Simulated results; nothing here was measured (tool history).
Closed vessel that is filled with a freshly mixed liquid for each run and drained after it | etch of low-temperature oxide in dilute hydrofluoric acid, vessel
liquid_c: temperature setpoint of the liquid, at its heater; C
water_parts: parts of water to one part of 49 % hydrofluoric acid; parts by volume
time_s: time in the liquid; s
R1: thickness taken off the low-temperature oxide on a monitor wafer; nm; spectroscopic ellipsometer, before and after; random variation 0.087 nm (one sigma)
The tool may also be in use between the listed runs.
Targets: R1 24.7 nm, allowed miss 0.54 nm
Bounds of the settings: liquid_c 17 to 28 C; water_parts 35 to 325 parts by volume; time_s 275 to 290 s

run 1 hour=0 | liquid_c=20 water_parts=180 time_s=275 | R1=18.9
run 2 hour=2.3 | liquid_c=20 water_parts=180 time_s=290 | R1=19.961
run 3 hour=4.8 | liquid_c=21.5 water_parts=180 time_s=290 | R1=21.056
run 4 hour=12.2 | liquid_c=21.5 water_parts=180 time_s=290 | R1=21.22
run 5 hour=17.1 | liquid_c=23 water_parts=180 time_s=290 | R1=22.565
run 6 hour=24.8 | liquid_c=24 water_parts=180 time_s=290 | R1=23.254
run 7 hour=33.9 | liquid_c=24.5 water_parts=180 time_s=290 | R1=23.468
run 8 hour=34.8 | liquid_c=25 water_parts=180 time_s=290 | R1=24.083

Which of these 5 next moves meets every target?
run A hour=35.7 | liquid_c=24 water_parts=165 time_s=290 | R1=?
run B hour=35.7 | liquid_c=25.5 water_parts=170 time_s=290 | R1=?
run C hour=35.7 | liquid_c=28 water_parts=180 time_s=285 | R1=?
run D hour=35.7 | liquid_c=23.5 water_parts=160 time_s=275 | R1=?
run E hour=35.7 | liquid_c=23.5 water_parts=170 time_s=275 | R1=?

move=A R1=25.857
move=B R1=26.375
move=C R1=26.465
move=D R1=24.959
move=E R1=23.224
A: takes the result that was furthest off past its target
B: takes the result that was furthest off past its target
C: takes the result that was furthest off past its target
D: meets every target
E: further off than the last run
The right move is D.

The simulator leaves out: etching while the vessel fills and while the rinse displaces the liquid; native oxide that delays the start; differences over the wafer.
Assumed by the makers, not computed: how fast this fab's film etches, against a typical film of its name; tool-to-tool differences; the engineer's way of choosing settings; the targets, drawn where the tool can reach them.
